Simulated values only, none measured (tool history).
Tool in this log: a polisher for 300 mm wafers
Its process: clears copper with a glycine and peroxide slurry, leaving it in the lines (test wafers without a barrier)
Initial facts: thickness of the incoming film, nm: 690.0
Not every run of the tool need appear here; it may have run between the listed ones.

run,hour,flow of slurry (ml/min),pressure of the wafer on the pad (kPa),speed of the pad under the wafer (m/s),overpolish time after the end point (s),time until the end point was called (s),dishing of a wide line in a test structure (Å)
1,0.0,190,17.2,0.96,14,154.70,372.28
2,7.4,190,16.5,0.96,13,163.04,349.68
3,10.9,160,16.5,0.96,13,162.30,336.30
4,14.8,160,16.5,0.96,15,163.29,375.80
5,17.6,160,15.9,0.96,14,161.47,343.32
6,25.5,160,14.5,0.94,13,175.85,330.13
7,32.4,160,13.8,0.92,12,178.49,302.64

What will run 8 give?
8,38.3,160,13.1,0.90,11,?,?

{"run 8": {"time until the end point was called (s)": 186.21, "dishing of a wide line in a test structure (Å)": 261.89}}
